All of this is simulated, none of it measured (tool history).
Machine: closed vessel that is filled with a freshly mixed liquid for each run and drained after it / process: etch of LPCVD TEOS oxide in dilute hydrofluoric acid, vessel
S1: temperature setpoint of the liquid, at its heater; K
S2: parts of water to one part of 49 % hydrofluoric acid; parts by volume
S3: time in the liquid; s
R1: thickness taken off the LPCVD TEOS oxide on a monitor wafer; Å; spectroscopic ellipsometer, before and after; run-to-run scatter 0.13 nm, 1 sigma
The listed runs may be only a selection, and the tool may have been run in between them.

{"run": 1, "hour": 0.0, "S1": 298.15, "S2": 160, "S3": 40, "R1": 90.292}
{"run": 2, "hour": 4.5, "S1": 299.15, "S2": 155, "S3": 40, "R1": 97.752}
{"run": 3, "hour": 7.8, "S1": 299.65, "S2": 150, "S3": 40, "R1": 105.44}
{"run": 4, "hour": 14.8, "S1": 302.65, "S2": 150, "S3": 40, "R1": 114.75}
{"run": 5, "hour": 20.9, "S1": 303.15, "S2": 145, "S3": 40, "R1": 122.99}
{"run": 6, "hour": 25.9, "S1": 303.15, "S2": 145, "S3": 30, "R1": 93.014}

Run 7 is up next; what results do you expect?
{"run": 7, "hour": 27.0, "S1": 303.15, "S2": 135, "S3": 30, "R1": "?"}

{"run 7": {"R1": 99.395}}
